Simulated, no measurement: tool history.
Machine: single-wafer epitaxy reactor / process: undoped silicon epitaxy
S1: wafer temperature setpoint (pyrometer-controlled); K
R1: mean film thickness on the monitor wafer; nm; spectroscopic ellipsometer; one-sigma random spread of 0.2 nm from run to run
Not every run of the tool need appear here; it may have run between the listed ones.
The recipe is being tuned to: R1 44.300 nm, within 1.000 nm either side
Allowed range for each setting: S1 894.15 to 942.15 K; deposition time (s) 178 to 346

{"run": 1, "day": 0.0, "S1": 918.15, "deposition time (s)": 262, "R1": 34.177}
{"run": 2, "day": 0.154, "S1": 918.15, "deposition time (s)": 275, "R1": 36.036}
{"run": 3, "day": 0.529, "S1": 926.15, "deposition time (s)": 275, "R1": 41.964}
{"run": 4, "day": 0.854, "S1": 936.15, "deposition time (s)": 275, "R1": 50.833}
{"run": 5, "day": 0.917, "S1": 936.15, "deposition time (s)": 305, "R1": 56.744}
{"day": 1.167, "done": "pyrometer calibrated"}
{"run": 6, "day": 1.167, "S1": 934.15, "deposition time (s)": 305, "R1": 59.046}
{"run": 7, "day": 1.471, "S1": 934.15, "deposition time (s)": 305, "R1": 59.699}
{"run": 8, "day": 1.588, "S1": 932.15, "deposition time (s)": 305, "R1": 56.873}
{"run": 9, "day": 1.958, "S1": 930.15, "deposition time (s)": 305, "R1": 55.011}
{"run": 10, "day": 2.004, "S1": 928.15, "deposition time (s)": 305, "R1": 52.996}
{"run": 11, "day": 2.267, "S1": 927.15, "deposition time (s)": 305, "R1": 51.719}
{"run": 12, "day": 2.467, "S1": 926.15, "deposition time (s)": 305, "R1": 51.186}

5 candidate next runs follow, results not yet known. Just one meets every target within its allowed miss. Identify it.
{"run": "A", "day": 2.667, "S1": 928.15, "deposition time (s)": 257, "R1": "?"}
{"run": "B", "day": 2.667, "S1": 922.15, "deposition time (s)": 300, "R1": "?"}
{"run": "C", "day": 2.667, "S1": 924.15, "deposition time (s)": 298, "R1": "?"}
{"run": "D", "day": 2.667, "S1": 919.15, "deposition time (s)": 325, "R1": "?"}
{"run": "E", "day": 2.667, "S1": 921.15, "deposition time (s)": 279, "R1": "?"}

move=A R1=45.141
move=B R1=46.981
move=C R1=48.495
move=D R1=48.034
move=E R1=42.859
A: every result lands within tolerance
B: closer than the last run, but not yet in spec
C: closer than the last run, but not yet in spec
D: closer than the last run, but not yet in spec
E: pushes the last run's worst result past its target
Go with A: it meets all targets.
